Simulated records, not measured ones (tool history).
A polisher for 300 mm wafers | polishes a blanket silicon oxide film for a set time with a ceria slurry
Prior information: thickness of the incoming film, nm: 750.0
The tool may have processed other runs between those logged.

run  hour  flow of slurry (ml/min)  pressure of the wafer on the pad (kPa)  speed of the pad under the wafer (cm/s)  polishing time (s)  film removed (angstrom)
  1     0                      150                                    28.3                                      122                  24                   1699.4
  2   5.4                      150                                    24.1                                      122                  24                     1437
  3   9.7                      150                                    26.2                                      122                  24                   1560.6
  4  17.1                      150                                    28.3                                      122                  24                   1703.8
  5  20.4                      150                                    24.1                                      122                  24                   1415.2
  6  28.4                      175                                    24.1                                      122                  24                   1485.6
  7  31.3                      175                                    26.2                                      122                  24                   1600.5
  8  36.6                      175                                    28.3                                      122                  24                     1742
  9  38.6                      175                                    29.6                                      122                  24                   1779.1
 10  46.6                      175                                    29.6                                      122                  24                   1782.8

What will run 11 give?
 11  53.9                      185                                    37.2                                      138                  24                        ?

film removed (angstrom): 2603.5
